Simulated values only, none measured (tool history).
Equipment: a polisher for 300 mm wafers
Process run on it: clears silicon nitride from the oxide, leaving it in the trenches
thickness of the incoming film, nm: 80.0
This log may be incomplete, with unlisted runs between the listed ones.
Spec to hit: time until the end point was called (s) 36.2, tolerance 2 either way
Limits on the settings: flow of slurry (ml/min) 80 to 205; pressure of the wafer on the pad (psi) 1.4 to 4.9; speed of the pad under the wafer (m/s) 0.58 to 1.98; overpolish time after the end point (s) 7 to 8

run	hour	flow of slurry (ml/min)	pressure of the wafer on the pad (psi)	speed of the pad under the wafer (m/s)	overpolish time after the end point (s)	time until the end point was called (s)
1	0	135	3.1	1.28	8	56.683
2	3.3	135	3.4	1.3	8	52.399
3	5.5	135	3	1.3	8	57.191
4	7.2	135	3.3	1.32	8	52.44
5	8.7	110	3.3	1.32	8	54.317
6	9.6	110	3.7	1.32	8	48.628
7	11.8	110	3.7	1.32	8	48.637
8	16.5	110	3.7	1.32	8	48.507
9	18.4	115	4.6	1.36	8	37.735

Which of these 4 next moves meets every target?
A	20.3	115	4.6	1.26	8	?
B	20.3	115	4.1	1.3	8	?
C	20.3	85	4.5	1.48	7	?
D	20.3	95	4.9	1.44	8	?

move	time until the end point was called (s)
A	40.712
B	44.717
C	41.214
D	37.186
A: the biggest miss grows against the last run
B: the biggest miss grows against the last run
C: the biggest miss grows against the last run
D: all results in spec
The right move is D.

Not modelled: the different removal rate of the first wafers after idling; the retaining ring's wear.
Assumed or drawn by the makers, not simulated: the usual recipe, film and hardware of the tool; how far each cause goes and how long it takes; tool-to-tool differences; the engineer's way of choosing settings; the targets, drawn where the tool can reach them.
